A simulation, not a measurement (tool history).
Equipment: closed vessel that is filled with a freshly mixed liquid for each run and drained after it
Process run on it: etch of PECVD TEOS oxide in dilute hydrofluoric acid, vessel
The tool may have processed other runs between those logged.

run  hour  temperature setpoint of the liquid (°C)  parts of water to one part of 49 % hydrofluoric acid (parts by volume)  time in the liquid (s)  thickness taken off the PECVD TEOS oxide on a monitor wafer (nm)
  1   0.0                                     24.0                                                                     150                    1145                                                            86.315
  2   3.5                                     24.0                                                                     150                    1145                                                            86.739
  3   6.8                                     26.5                                                                     120                    1145                                                           123.800
  4  13.9                                     26.5                                                                     120                    1145                                                           123.680
  5  20.8                                     26.5                                                                     120                    1145                                                           122.900
  6  27.1                                     28.5                                                                     105                    1145                                                           156.260
  7  34.9                                     29.5                                                                      95                    1145                                                           179.820
  8  36.1                                     30.5                                                                      90                    1145                                                           199.050

For run 9, what comes out?
  9  43.3                                     31.0                                                                      85                    1145                                                                 ?

thickness taken off the PECVD TEOS oxide on a monitor wafer (nm): 217.820
